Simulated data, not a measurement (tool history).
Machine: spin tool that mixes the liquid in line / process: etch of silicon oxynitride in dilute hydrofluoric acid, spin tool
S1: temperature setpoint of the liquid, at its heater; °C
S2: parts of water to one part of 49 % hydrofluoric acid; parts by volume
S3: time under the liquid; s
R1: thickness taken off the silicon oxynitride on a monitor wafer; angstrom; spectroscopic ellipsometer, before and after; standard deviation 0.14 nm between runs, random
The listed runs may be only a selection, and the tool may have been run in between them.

run 1 day=0.000 | S1=25.0 S2=80 S3=300 | R1=59.135
run 2 day=0.154 | S1=27.5 S2=65 S3=300 | R1=83.154
run 3 day=0.408 | S1=27.5 S2=65 S3=300 | R1=82.918
run 4 day=0.646 | S1=29.0 S2=55 S3=300 | R1=105.920
run 5 day=0.921 | S1=32.0 S2=55 S3=300 | R1=122.480
run 6 day=0.988 | S1=32.5 S2=50 S3=300 | R1=138.460

Run 7, settings as shown, results not yet in. Your forecast:
run 7 day=1.342 | S1=33.0 S2=50 S3=300 | R1=?

Logged for run 7: R1 139.750 angstrom.
